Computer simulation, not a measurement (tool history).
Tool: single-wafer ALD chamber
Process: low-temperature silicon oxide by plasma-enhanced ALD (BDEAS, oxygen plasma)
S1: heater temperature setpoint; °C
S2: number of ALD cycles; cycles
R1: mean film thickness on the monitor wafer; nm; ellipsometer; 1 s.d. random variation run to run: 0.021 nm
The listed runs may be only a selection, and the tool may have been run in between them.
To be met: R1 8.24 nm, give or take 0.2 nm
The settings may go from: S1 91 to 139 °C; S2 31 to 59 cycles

run,hour,S1,S2,R1
1,0,115,45,6.5904
2,5.8,115,48,7.0561
3,9.5,114,49,7.2263
4,12.6,110,49,7.253
5,19.7,110,50,7.4838
6,20.6,110,51,7.5979
7,21.2,110,51,7.5462
8,25.4,110,52,7.7768
9,31.1,110,53,7.897

4 next moves are on the table. One of them brings every result within its allowed miss. Which?
A,36.8,103,51,?
B,36.8,103,55,?
C,36.8,107,50,?
D,36.8,98,50,?

move,R1
A,7.7036
B,8.3078
C,7.4899
D,7.6471
A: further off than the last run
B: all results land within tolerance of their targets
C: further off than the last run
D: further off than the last run
Correct choice: B, which meets every target
